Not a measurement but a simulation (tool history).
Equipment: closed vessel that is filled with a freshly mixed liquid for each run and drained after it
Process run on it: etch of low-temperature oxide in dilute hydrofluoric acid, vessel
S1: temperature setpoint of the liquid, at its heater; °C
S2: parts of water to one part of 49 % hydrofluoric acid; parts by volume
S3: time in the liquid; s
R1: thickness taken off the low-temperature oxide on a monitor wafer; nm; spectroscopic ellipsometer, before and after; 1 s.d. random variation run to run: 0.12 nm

run,day,S1,S2,S3,R1
1,0,22,290,990,41.025
2,0.079,20.5,295,990,38.348
3,0.254,19.5,300,990,36.274
4,0.371,19.5,300,1065,38.885
5,0.604,17,300,1065,35.448
6,0.762,17,370,1065,27.051
7,1.054,18,370,1065,28.101
8,1.079,19,370,1065,29.047

Predict the results of run 9:
9,1.204,20,370,1065,?

R1: 30.119 nm

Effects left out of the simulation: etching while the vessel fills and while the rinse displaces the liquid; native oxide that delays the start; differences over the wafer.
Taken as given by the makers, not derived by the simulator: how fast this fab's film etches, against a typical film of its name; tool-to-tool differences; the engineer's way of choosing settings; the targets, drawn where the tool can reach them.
